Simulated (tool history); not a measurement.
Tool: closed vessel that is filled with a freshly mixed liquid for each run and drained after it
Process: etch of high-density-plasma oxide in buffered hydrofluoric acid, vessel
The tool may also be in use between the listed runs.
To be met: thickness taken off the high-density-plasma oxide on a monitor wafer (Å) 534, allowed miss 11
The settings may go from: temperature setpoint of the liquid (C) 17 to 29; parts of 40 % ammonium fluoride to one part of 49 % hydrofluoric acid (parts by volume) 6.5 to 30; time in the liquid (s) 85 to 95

run,day,temperature setpoint of the liquid (C),parts of 40 % ammonium fluoride to one part of 49 % hydrofluoric acid (parts by volume),time in the liquid (s),thickness taken off the high-density-plasma oxide on a monitor wafer (Å)
1,0,21,18.5,85,874.39
2,0.279,24,18.5,85,1019
3,0.412,21.5,20.5,85,812.32
4,0.529,23,20.5,85,878.9
5,0.6,19.5,20.5,85,723.52
6,0.85,17,20.5,85,624.76
7,0.908,17,24.5,85,561.96
8,1.029,17,25,85,549.74

Which of these 4 next moves meets every target?
A,1.15,17,26,90,?
B,1.15,17,26,85,?
C,1.15,17,24.5,85,?
D,1.15,17.5,27,90,?

move,thickness taken off the high-density-plasma oxide on a monitor wafer (Å)
A,563.62
B,532.31
C,554.68
D,565.02
A: further off than the last run
B: meets every target
C: further off than the last run
D: further off than the last run
Answer: B
